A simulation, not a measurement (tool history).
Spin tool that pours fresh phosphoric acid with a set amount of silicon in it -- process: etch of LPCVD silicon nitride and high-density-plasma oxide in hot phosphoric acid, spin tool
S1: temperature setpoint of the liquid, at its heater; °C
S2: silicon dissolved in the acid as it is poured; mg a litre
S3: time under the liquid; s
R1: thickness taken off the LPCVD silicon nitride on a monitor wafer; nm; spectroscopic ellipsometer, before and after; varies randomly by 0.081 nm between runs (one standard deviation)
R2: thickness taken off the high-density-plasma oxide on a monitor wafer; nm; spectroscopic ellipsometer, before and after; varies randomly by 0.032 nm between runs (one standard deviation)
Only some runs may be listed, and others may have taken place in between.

run,hour,S1,S2,S3,R1,R2
1,0,163,18,180,18.701,0.45873
2,6,163,8.5,180,18.589,0.54136
3,13.6,163,8.5,140,14.505,0.4698
4,20.5,163,8.5,180,18.836,0.53362
5,23.2,163,8.5,235,24.647,0.80605
6,25.2,163,8.5,265,27.495,0.78654
7,25.8,161.5,13.5,260,25.589,0.69497
8,33.8,161,21,260,25.261,0.48761

Run 9 has not been measured yet. What should we expect?
9,37.5,160.5,22,260,?,?

Run 9 measured R1 24.782 nm, R2 0.5089 nm.
